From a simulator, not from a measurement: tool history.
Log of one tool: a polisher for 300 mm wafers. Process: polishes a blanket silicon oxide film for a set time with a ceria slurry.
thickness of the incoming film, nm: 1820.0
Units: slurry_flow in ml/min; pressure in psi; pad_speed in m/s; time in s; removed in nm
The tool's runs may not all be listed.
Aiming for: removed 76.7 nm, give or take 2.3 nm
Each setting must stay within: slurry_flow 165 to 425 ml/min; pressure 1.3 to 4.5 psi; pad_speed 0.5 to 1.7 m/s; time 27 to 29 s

run	day	slurry_flow	pressure	pad_speed	time	removed
1	0	275	2.9	1.1	29	131.05
2	0.1	275	2.4	1.1	29	110.18
3	0.429	275	2.1	1.1	29	102.19
4	0.629	275	2.1	1.24	29	110.06
5	0.946	275	1.9	1.2	29	100.24
6	1.012	275	1.9	1.44	29	116.18
7	1.288	275	1.7	1.34	29	99.248
8	1.338	275	1.6	1.3	29	95.462
9	1.379	275	1.5	1.24	29	89.179
10	1.654	275	1.4	1.2	29	82.544
11	1.746	275	1.4	1.18	29	81.158

Exercise: of the 5 proposed moves below, exactly one satisfies all targets within the stated allowed misses. Which move is it?
A	1.838	370	1.3	1.26	27	?
B	1.838	245	1.4	1.34	29	?
C	1.838	300	1.6	1.2	27	?
D	1.838	310	1.3	1.42	27	?
E	1.838	280	1.6	1.14	28	?

move	removed
A	77.807
B	88.602
C	84.757
D	83.699
E	84.372
A: all results land within tolerance of their targets
B: further off than the last run
C: further off than the last run
D: further off than the last run
E: further off than the last run
Answer: A

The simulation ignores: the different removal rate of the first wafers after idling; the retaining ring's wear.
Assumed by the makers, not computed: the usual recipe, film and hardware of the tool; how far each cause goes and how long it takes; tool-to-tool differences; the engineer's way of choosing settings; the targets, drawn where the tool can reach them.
